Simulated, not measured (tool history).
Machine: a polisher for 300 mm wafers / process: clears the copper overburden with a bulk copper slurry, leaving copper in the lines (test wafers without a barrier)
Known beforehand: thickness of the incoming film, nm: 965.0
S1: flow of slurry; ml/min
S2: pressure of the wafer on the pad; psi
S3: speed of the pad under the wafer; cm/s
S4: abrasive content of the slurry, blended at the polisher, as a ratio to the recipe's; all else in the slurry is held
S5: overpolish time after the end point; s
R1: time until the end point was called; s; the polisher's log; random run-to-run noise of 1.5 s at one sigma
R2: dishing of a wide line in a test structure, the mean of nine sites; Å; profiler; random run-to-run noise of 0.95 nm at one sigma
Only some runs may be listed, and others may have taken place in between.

Run 1, hour 0: S1 280 ml/min, S2 2.7 psi, S3 136 cm/s, S4 1, S5 8 s. Result: R1 69.809 s, R2 594 Å.
Run 2, hour 1.5: S1 280 ml/min, S2 2.5 psi, S3 136 cm/s, S4 1, S5 8 s. Result: R1 74.522 s, R2 589.98 Å.
Run 3, hour 3.2: S1 280 ml/min, S2 2.5 psi, S3 136 cm/s, S4 1, S5 6 s. Result: R1 76.312 s, R2 463.16 Å.
Run 4, hour 6: S1 280 ml/min, S2 2.5 psi, S3 136 cm/s, S4 1.15, S5 6 s. Result: R1 72.816 s, R2 487.59 Å.
Run 5, hour 8: S1 280 ml/min, S2 2.5 psi, S3 136 cm/s, S4 1.15, S5 2 s. Result: R1 72.917 s, R2 181.41 Å.
Run 6, hour 13.6: S1 285 ml/min, S2 2.2 psi, S3 138 cm/s, S4 1.15, S5 3 s. Result: R1 82.086 s, R2 241.89 Å.
Run 7, hour 17.6: S1 285 ml/min, S2 2 psi, S3 142 cm/s, S4 1.15, S5 4 s. Result: R1 87.652 s, R2 289.68 Å.
Run 8, hour 24.3: S1 285 ml/min, S2 2 psi, S3 142 cm/s, S4 1.15, S5 4 s. Result: R1 89.98 s, R2 294.03 Å.
Run 9, hour 25.6: S1 285 ml/min, S2 1.9 psi, S3 144 cm/s, S4 1.15, S5 4 s. Result: R1 93.161 s, R2 280.32 Å.
Run 10, hour 26.7: S1 285 ml/min, S2 1.8 psi, S3 146 cm/s, S4 1.15, S5 5 s. Result: R1 94.318 s, R2 327.92 Å.

Run 11 is up next; what results do you expect?
Run 11, hour 29.6: S1 285 ml/min, S2 1.7 psi, S3 146 cm/s, S4 1.15, S5 6 s. Result: R1 ?, R2 ?.

{"run 11": {"R1": 102.05, "R2": 364.71}}

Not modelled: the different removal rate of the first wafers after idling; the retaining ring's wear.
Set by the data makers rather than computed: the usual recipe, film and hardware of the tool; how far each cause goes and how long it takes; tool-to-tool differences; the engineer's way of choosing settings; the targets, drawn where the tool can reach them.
